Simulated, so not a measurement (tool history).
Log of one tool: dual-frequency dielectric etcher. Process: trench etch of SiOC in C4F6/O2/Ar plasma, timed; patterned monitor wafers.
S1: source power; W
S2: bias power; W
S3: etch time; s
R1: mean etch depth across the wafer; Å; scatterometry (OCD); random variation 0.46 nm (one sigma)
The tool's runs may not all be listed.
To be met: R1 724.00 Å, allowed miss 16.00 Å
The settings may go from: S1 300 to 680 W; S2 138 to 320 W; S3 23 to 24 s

{"run": 1, "hour": 0.0, "S1": 490, "S2": 229, "S3": 23, "R1": 621.34}
{"run": 2, "hour": 7.2, "S1": 450, "S2": 229, "S3": 23, "R1": 595.87}
{"run": 3, "hour": 15.4, "S1": 510, "S2": 235, "S3": 23, "R1": 637.16}
{"run": 4, "hour": 18.2, "S1": 510, "S2": 235, "S3": 23, "R1": 636.18}
{"run": 5, "hour": 21.4, "S1": 550, "S2": 239, "S3": 23, "R1": 663.57}
{"run": 6, "hour": 21.9, "S1": 550, "S2": 239, "S3": 24, "R1": 694.04}
{"run": 7, "hour": 24.8, "S1": 560, "S2": 241, "S3": 24, "R1": 691.05}
{"run": 8, "hour": 33.8, "S1": 630, "S2": 253, "S3": 24, "R1": 746.16}

5 next moves are on the table. One of them brings every result within its allowed miss. Which?
{"run": "A", "hour": 42.8, "S1": 620, "S2": 231, "S3": 24, "R1": "?"}
{"run": "B", "hour": 42.8, "S1": 680, "S2": 247, "S3": 24, "R1": "?"}
{"run": "C", "hour": 42.8, "S1": 640, "S2": 254, "S3": 24, "R1": "?"}
{"run": "D", "hour": 42.8, "S1": 680, "S2": 270, "S3": 23, "R1": "?"}
{"run": "E", "hour": 42.8, "S1": 680, "S2": 293, "S3": 23, "R1": "?"}

move=A R1=727.36
move=B R1=771.16
move=C R1=756.70
move=D R1=757.25
move=E R1=774.86
A: meets every target
B: further off than the last run
C: further off than the last run
D: further off than the last run
E: further off than the last run
Answer: A
